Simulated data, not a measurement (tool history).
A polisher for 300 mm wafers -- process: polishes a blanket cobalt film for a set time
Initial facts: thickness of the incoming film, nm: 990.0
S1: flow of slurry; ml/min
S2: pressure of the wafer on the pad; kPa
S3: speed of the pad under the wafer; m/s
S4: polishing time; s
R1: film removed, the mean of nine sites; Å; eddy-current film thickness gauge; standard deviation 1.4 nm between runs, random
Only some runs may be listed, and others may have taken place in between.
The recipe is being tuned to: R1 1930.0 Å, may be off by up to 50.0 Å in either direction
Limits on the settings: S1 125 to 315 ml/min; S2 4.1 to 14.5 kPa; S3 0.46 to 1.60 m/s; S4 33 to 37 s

run  hour   S1    S2    S3  S4      R1
  1   0.0  205   9.0  1.02  37  1487.6
  2   7.8  210   9.7  1.02  37  1591.8
  3  15.7  215  10.3  1.02  37  1717.8
  4  24.6  220  11.0  1.02  37  1818.6
  5  25.2  200  11.0  1.02  37  1805.8
  6  29.3  200  13.1  1.02  37  2112.3
  7  31.6  190  13.1  1.02  37  2129.0
  8  37.3  185  13.1  1.02  37  2109.4
  9  40.2  180  13.1  1.02  37  2083.6
 10  44.7  170  13.1  1.02  37  2103.9

Of the 5 settings listed for the next run, only one would bring every result within its allowed miss of target. Which one?
  A  49.2  190  13.8  0.94  37   ?
  B  49.2  145  11.7  1.02  37   ?
  C  49.2  200  11.0  1.16  35   ?
  D  49.2  200  11.0  1.06  36   ?
  E  49.2  145  13.8  1.04  35   ?

move      R1
   A  2074.6
   B  1818.3
   C  1934.7
   D  1828.7
   E  2053.3
A: closes in on the targets versus the last run, not all within tolerance yet
B: moves the result that the last run missed by most past its target, out the other side
C: all results land within tolerance of their targets
D: moves the result that the last run missed by most past its target, out the other side
E: closes in on the targets versus the last run, not all within tolerance yet
The move that meets every target is C.
